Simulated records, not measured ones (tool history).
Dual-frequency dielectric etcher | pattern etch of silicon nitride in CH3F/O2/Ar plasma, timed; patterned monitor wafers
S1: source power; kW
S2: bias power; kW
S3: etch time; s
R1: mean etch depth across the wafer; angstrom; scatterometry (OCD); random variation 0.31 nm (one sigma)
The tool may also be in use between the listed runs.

run,hour,S1,S2,S3,R1
1,0,0.48,0.098,81,697.62
2,8,0.54,0.098,81,734.93
3,14.8,0.51,0.098,81,721.64
4,20.9,0.51,0.098,81,714.75
5,24.8,0.51,0.089,81,686.94
6,28.4,0.51,0.089,81,680.32
7,36.5,0.48,0.088,81,665.01
8,42.5,0.46,0.087,81,652.9
9,50.7,0.44,0.086,81,634.57
10,57.8,0.42,0.086,81,620.8
11,59.7,0.41,0.086,81,618.24
12,66.9,0.4,0.086,81,604.84
13,68,0.39,0.086,81,603
14,71.2,0.38,0.086,81,596.21

The next listed run, before its measurement:
15,71.9,0.34,0.084,81,?

Run 15 gave R1 562.31 angstrom.
